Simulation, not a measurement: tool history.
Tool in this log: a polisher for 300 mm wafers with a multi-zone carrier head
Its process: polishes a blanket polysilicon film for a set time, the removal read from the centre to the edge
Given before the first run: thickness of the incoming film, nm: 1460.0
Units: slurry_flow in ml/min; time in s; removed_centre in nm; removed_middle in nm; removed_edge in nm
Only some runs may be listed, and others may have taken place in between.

run  hour  slurry_flow  centre_zone  middle_zone  edge_zone  time  removed_centre  removed_middle  removed_edge
  1     0          125            1            1          1    81           623.5          598.68        596.36
  2   7.9          125         0.93            1          1    81          573.11          604.46        585.61
  3   9.6          120         0.94         0.96       0.96    73          517.75          517.67        518.45
  4  12.4          115         0.95         0.94       0.93    66          462.32           453.4        462.33
  5  20.4          140         0.95         0.94       0.93    66          483.66          471.37        477.31
  6  22.7          120         0.95         0.94       0.93    66          463.13          456.39        463.32
  7  29.9          120         0.95         0.94       0.93    66          467.92           453.9        465.84
  8  33.1          115         0.96         0.93        0.9    61          429.22          414.49        419.58

For run 9, what comes out?
  9  34.9          110         0.97         0.91       0.88    59               ?               ?             ?

{"run 9": {"removed_centre": 412.42, "removed_middle": 386.29, "removed_edge": 399.1}}

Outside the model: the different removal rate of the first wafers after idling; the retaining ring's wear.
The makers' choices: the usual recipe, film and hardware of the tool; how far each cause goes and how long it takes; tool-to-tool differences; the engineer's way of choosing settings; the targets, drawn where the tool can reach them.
